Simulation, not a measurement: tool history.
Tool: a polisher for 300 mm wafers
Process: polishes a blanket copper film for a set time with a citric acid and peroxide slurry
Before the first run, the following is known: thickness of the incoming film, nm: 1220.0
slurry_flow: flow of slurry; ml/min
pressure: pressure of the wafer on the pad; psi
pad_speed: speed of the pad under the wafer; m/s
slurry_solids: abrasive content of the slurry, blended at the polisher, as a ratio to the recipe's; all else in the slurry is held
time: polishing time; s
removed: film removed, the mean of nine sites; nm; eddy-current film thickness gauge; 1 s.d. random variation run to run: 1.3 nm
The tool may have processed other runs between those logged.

run,hour,slurry_flow,pressure,pad_speed,slurry_solids,time,removed
1,0,300,4.2,1.12,1,98,409.15
2,5.1,300,3.2,1.12,1,98,326.18
3,11.2,300,2.8,1.12,1,98,294.4
4,14.6,300,2.7,1.08,1,98,276.75
5,23.3,300,2.7,1.26,1,98,316.86
6,28.5,300,2.7,1.26,1,103,340.12
7,29.6,300,2.6,1.18,1,103,311.2

What will run 8 give?
8,31.1,300,2.5,1.12,1,103,?

Run 8 produced removed 284.18 nm.

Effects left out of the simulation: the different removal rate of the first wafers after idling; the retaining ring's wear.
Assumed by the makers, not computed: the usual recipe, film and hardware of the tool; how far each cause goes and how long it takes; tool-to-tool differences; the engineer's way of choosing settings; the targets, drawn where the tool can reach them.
